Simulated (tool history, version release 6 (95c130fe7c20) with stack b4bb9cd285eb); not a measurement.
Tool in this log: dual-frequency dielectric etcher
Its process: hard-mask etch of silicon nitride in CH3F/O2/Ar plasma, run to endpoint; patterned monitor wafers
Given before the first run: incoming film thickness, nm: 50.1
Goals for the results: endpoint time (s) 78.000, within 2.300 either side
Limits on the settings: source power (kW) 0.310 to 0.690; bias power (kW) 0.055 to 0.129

{"run": 1, "hour": 0.0, "source power (kW)": 0.5, "bias power (kW)": 0.092, "endpoint time (s)": 61.897}
{"run": 2, "hour": 7.9, "source power (kW)": 0.48, "bias power (kW)": 0.089, "endpoint time (s)": 63.817}
{"run": 3, "hour": 16.1, "source power (kW)": 0.55, "bias power (kW)": 0.089, "endpoint time (s)": 59.343}
{"run": 4, "hour": 19.6, "source power (kW)": 0.52, "bias power (kW)": 0.087, "endpoint time (s)": 61.848}
{"run": 5, "hour": 25.0, "source power (kW)": 0.52, "bias power (kW)": 0.076, "endpoint time (s)": 65.755}
{"run": 6, "hour": 28.7, "source power (kW)": 0.6, "bias power (kW)": 0.076, "endpoint time (s)": 59.738}
{"run": 7, "hour": 35.5, "source power (kW)": 0.5, "bias power (kW)": 0.063, "endpoint time (s)": 71.319}
{"run": 8, "hour": 38.4, "source power (kW)": 0.49, "bias power (kW)": 0.063, "endpoint time (s)": 72.839}
{"run": 9, "hour": 39.5, "source power (kW)": 0.48, "bias power (kW)": 0.063, "endpoint time (s)": 72.496}
{"run": 10, "hour": 46.9, "source power (kW)": 0.47, "bias power (kW)": 0.063, "endpoint time (s)": 73.918}
{"run": 11, "hour": 53.4, "source power (kW)": 0.42, "bias power (kW)": 0.059, "endpoint time (s)": 82.305}

Of the 4 settings listed for the next run, only one would bring every result within its allowed miss of target. Which one?
{"run": "A", "hour": 59.9, "source power (kW)": 0.42, "bias power (kW)": 0.067, "endpoint time (s)": "?"}
{"run": "B", "hour": 59.9, "source power (kW)": 0.38, "bias power (kW)": 0.063, "endpoint time (s)": "?"}
{"run": "C", "hour": 59.9, "source power (kW)": 0.42, "bias power (kW)": 0.057, "endpoint time (s)": "?"}
{"run": "D", "hour": 59.9, "source power (kW)": 0.4, "bias power (kW)": 0.06, "endpoint time (s)": "?"}

move=A endpoint_time_(s)=78.441
move=B endpoint_time_(s)=86.292
move=C endpoint_time_(s)=83.355
move=D endpoint_time_(s)=84.648
A: all results in spec
B: further off than the last run
C: further off than the last run
D: further off than the last run
Move A is the one to make.
